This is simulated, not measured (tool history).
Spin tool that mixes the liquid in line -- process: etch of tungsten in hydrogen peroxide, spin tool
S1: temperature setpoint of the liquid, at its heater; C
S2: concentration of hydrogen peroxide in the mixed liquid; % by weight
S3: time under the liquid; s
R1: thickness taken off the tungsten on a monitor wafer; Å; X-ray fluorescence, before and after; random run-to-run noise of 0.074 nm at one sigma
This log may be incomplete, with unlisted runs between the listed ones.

run	day	S1	S2	S3	R1
1	0	54	25.5	15	177.72
2	0.138	52.5	25.5	15	161.64
3	0.179	55	25.5	15	190.13
4	0.483	55	25.5	15	189.62
5	0.542	55	27.5	15	194.01
6	0.792	61.5	27.5	15	285.8
7	1.138	57.5	27.5	15	227.35
8	1.288	55	27.5	15	196.66
9	1.388	53	27.5	15	174.03
10	1.429	51.5	27.5	15	159.46
11	1.546	50.5	27.5	15	149.59

Forecast run 12:
12	1.892	50	27.5	15	?

R1: 144.26 Å
